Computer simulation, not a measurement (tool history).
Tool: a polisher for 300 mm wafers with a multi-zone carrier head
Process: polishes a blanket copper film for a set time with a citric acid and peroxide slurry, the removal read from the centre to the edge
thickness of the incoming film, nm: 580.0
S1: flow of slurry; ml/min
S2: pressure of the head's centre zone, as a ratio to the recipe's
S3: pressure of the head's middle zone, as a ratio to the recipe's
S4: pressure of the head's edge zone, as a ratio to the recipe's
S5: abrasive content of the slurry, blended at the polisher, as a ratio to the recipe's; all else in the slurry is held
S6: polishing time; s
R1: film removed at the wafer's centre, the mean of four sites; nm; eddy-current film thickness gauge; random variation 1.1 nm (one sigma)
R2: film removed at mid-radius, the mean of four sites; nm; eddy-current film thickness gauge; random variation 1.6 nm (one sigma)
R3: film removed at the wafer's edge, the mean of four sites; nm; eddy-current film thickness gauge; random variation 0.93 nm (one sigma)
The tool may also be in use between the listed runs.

| run | hour | S1 | S2 | S3 | S4 | S5 | S6 | R1 | R2 | R3 |
|---|---|---|---|---|---|---|---|---|---|---|
| 1 | 0.0 | 210 | 1.00 | 1.00 | 1.00 | 1.0 | 90 | 136.79 | 143.94 | 137.85 |
| 2 | 5.5 | 210 | 1.00 | 1.00 | 1.00 | 1.0 | 70 | 106.14 | 109.50 | 108.30 |
| 3 | 8.9 | 210 | 1.00 | 1.00 | 1.00 | 1.0 | 89 | 134.59 | 141.99 | 137.01 |
| 4 | 15.9 | 210 | 1.00 | 0.92 | 1.00 | 1.0 | 89 | 133.84 | 130.96 | 137.54 |
| 5 | 19.4 | 210 | 1.00 | 0.99 | 1.00 | 1.0 | 89 | 135.65 | 138.86 | 136.49 |
| 6 | 25.1 | 230 | 1.03 | 0.99 | 0.97 | 1.0 | 89 | 140.40 | 137.79 | 135.60 |

The next listed run, before its measurement:
| 7 | 26.5 | 240 | 1.06 | 1.01 | 0.95 | 1.0 | 89 | ? | ? | ? |

R1: 143.39 nm
R2: 143.76 nm
R3: 136.14 nm

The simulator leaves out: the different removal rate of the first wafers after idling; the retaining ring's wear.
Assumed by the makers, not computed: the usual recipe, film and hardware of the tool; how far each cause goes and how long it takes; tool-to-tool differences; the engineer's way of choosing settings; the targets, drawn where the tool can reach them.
